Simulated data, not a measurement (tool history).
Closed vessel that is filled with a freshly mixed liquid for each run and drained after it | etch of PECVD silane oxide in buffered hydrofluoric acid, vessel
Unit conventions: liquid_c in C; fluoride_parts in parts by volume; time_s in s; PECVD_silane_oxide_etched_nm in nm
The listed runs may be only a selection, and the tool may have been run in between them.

run,hour,liquid_c,fluoride_parts,time_s,PECVD_silane_oxide_etched_nm
1,0.0,24.0,14.5,30,95.861
2,6.9,24.0,14.5,30,95.578
3,10.6,26.5,12.0,30,130.990
4,16.5,28.5,10.5,30,165.980
5,25.2,29.5,9.5,30,188.780
6,30.1,27.0,9.5,30,164.550
7,35.4,28.5,9.0,30,188.190
8,41.5,29.5,8.5,30,209.510
9,46.7,30.5,8.5,30,218.240
10,48.4,30.5,8.5,30,218.700
11,53.1,31.0,8.5,30,227.910
12,56.5,31.5,8.5,30,231.370
13,57.5,32.0,8.5,30,237.350

What will run 14 give?
14,60.7,32.0,8.0,30,?

PECVD_silane_oxide_etched_nm: 257.000 nm
